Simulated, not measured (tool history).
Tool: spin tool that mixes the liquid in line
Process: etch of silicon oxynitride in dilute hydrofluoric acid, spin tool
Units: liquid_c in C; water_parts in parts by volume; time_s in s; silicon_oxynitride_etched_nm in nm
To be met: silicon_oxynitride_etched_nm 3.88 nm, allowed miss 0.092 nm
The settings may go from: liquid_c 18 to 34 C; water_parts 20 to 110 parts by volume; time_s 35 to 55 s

run	hour	liquid_c	water_parts	time_s	silicon_oxynitride_etched_nm
1	0	26	60	55	5.335
2	2.5	26	40	55	8.1211
3	3.5	26	40	35	5.2017
4	10.2	25	40	35	4.934
5	14.2	25	60	35	3.2294
6	22.4	26	60	35	3.4105
7	29.2	26	60	35	3.4008
8	34.1	26.5	60	35	3.474
9	36.2	27	60	35	3.5581
10	40.6	27.5	60	35	3.6198
11	45.4	27.5	60	35	3.6473

4 next moves are on the table. One of them brings every result within its allowed miss. Which?
A	50.2	31	95	55	?
B	50.2	30.5	65	35	?
C	50.2	26.5	65	40	?
D	50.2	24	65	50	?

move	silicon_oxynitride_etched_nm
A	4.1337
B	3.8806
C	3.6809
D	4.0827
A: takes the result that was furthest off past its target
B: meets every target
C: nearer than the last run, and not there yet
D: takes the result that was furthest off past its target
The right move is B.

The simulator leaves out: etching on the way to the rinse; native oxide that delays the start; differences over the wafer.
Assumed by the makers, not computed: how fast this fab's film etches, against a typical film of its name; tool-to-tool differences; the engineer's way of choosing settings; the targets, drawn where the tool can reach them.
